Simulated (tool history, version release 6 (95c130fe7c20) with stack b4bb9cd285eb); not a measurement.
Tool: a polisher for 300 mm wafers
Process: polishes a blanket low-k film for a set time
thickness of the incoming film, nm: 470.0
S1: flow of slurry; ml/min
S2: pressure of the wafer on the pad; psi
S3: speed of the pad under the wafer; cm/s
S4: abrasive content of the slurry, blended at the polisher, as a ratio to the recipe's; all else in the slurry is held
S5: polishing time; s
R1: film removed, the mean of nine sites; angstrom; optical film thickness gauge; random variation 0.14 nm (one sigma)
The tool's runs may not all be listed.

{"run": 1, "hour": 0.0, "S1": 135, "S2": 1.4, "S3": 128, "S4": 1.0, "S5": 61, "R1": 237.55}
{"run": 2, "hour": 7.4, "S1": 125, "S2": 1.4, "S3": 128, "S4": 1.0, "S5": 61, "R1": 231.48}
{"run": 3, "hour": 15.0, "S1": 125, "S2": 1.2, "S3": 128, "S4": 1.0, "S5": 61, "R1": 200.18}
{"run": 4, "hour": 16.3, "S1": 125, "S2": 1.5, "S3": 128, "S4": 1.0, "S5": 61, "R1": 248.56}
{"run": 5, "hour": 21.6, "S1": 115, "S2": 1.5, "S3": 128, "S4": 1.0, "S5": 61, "R1": 244.73}
{"run": 6, "hour": 25.4, "S1": 110, "S2": 1.5, "S3": 128, "S4": 1.0, "S5": 61, "R1": 243.59}

Forecast run 7:
{"run": 7, "hour": 31.9, "S1": 105, "S2": 1.4, "S3": 128, "S4": 1.0, "S5": 61, "R1": "?"}

Run 7 gave R1 227.06 angstrom.

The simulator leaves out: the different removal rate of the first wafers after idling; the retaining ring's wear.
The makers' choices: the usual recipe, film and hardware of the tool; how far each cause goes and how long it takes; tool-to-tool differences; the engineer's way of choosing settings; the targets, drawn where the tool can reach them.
